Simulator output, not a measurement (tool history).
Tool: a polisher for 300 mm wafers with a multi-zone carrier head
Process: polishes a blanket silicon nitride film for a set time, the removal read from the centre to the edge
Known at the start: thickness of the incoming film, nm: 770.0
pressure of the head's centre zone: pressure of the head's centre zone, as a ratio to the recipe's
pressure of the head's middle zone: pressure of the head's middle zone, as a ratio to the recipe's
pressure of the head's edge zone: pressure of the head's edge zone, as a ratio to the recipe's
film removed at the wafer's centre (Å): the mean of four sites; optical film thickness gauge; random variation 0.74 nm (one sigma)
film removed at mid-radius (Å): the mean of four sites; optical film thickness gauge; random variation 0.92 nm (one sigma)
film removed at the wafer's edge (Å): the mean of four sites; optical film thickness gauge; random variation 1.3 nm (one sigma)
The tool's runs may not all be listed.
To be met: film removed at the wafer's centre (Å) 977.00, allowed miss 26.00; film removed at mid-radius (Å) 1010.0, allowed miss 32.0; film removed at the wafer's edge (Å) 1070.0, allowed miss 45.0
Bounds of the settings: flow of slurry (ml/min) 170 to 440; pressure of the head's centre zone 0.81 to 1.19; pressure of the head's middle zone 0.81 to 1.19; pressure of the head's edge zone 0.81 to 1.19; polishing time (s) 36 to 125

run,hour,flow of slurry (ml/min),pressure of the head's centre zone,pressure of the head's middle zone,pressure of the head's edge zone,polishing time (s),film removed at the wafer's centre (Å),film removed at mid-radius (Å),film removed at the wafer's edge (Å)
1,0.0,280,1.00,1.00,1.00,80,1533.60,1491.3,1546.9
2,0.6,275,0.97,0.98,0.97,75,1402.70,1403.0,1446.9
3,1.9,270,0.95,0.96,0.96,70,1248.50,1259.0,1313.5
4,4.2,270,0.91,0.96,0.96,70,1216.30,1275.0,1339.2
5,5.9,265,0.90,0.94,0.93,68,1173.40,1203.7,1307.8
6,13.8,265,0.95,0.94,0.93,68,1224.20,1214.9,1272.8
7,16.4,260,0.94,0.93,0.91,66,1176.60,1178.4,1212.2
8,17.8,250,0.92,0.91,0.89,65,1133.10,1122.8,1178.7
9,24.6,240,0.90,0.90,0.87,64,1084.00,1061.3,1152.6
10,31.3,235,0.89,0.91,0.86,63,1052.30,1067.7,1154.5
11,32.4,235,0.89,0.91,0.85,62,1041.60,1065.0,1103.2
12,36.3,235,0.89,0.91,0.85,62,1038.90,1055.0,1104.7
13,43.6,225,0.88,0.91,0.84,62,1005.70,1057.6,1116.2
14,45.2,220,0.88,0.91,0.83,62,1011.90,1050.3,1068.9

Which of these 5 next moves meets every target?
A,46.8,175,0.88,0.90,0.82,62,?,?,?
B,46.8,265,0.90,0.95,0.83,61,?,?,?
C,46.8,195,0.99,1.01,0.81,61,?,?,?
D,46.8,170,0.97,0.98,0.81,64,?,?,?
E,46.8,220,0.90,0.96,0.84,60,?,?,?

move,film removed at the wafer's centre (Å),film removed at mid-radius (Å),film removed at the wafer's edge (Å)
A,995.42,1025.3,1055.9
B,1054.40,1105.8,1080.8
C,1111.30,1125.7,1042.2
D,1121.50,1131.6,1080.0
E,1015.10,1076.2,1053.2
A: meets every target
B: further off than the last run
C: further off than the last run
D: further off than the last run
E: further off than the last run
The right move is A.
